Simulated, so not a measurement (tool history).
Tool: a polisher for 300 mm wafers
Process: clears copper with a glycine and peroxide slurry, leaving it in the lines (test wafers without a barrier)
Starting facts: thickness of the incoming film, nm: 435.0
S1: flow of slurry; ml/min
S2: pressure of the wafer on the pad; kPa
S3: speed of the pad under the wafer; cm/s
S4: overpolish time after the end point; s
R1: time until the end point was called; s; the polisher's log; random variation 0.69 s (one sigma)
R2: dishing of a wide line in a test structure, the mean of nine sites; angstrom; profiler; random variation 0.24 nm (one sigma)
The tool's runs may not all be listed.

run,hour,S1,S2,S3,S4,R1,R2
1,0.0,280,15.9,126,10,61.819,407.35
2,1.1,280,15.9,144,10,58.359,445.90
3,3.5,225,15.9,144,10,57.136,427.27
4,11.9,215,17.2,130,9,61.500,384.62
5,20.9,210,15.9,140,8,61.280,353.90
6,28.9,205,14.5,150,7,61.668,304.32
7,32.7,200,13.8,158,6,61.445,271.83
8,40.2,195,13.1,164,6,60.349,269.48
9,43.3,190,12.4,170,6,61.880,265.65
10,48.3,185,12.4,174,6,60.270,269.17
11,52.9,185,12.4,178,6,60.691,273.74
12,58.8,205,11.7,180,6,60.883,268.04
13,66.8,200,11.7,182,6,59.923,275.92
14,71.3,195,11.7,184,6,58.643,270.97
15,78.4,190,11.7,186,6,59.509,267.67
16,84.3,185,11.7,188,6,58.496,277.84
17,93.0,210,11.7,190,6,57.899,286.29

Run 18 comes next. What will it give?
18,95.6,205,11.7,190,6,?,?

Logged for run 18: R1 57.807 s, R2 279.10 angstrom.
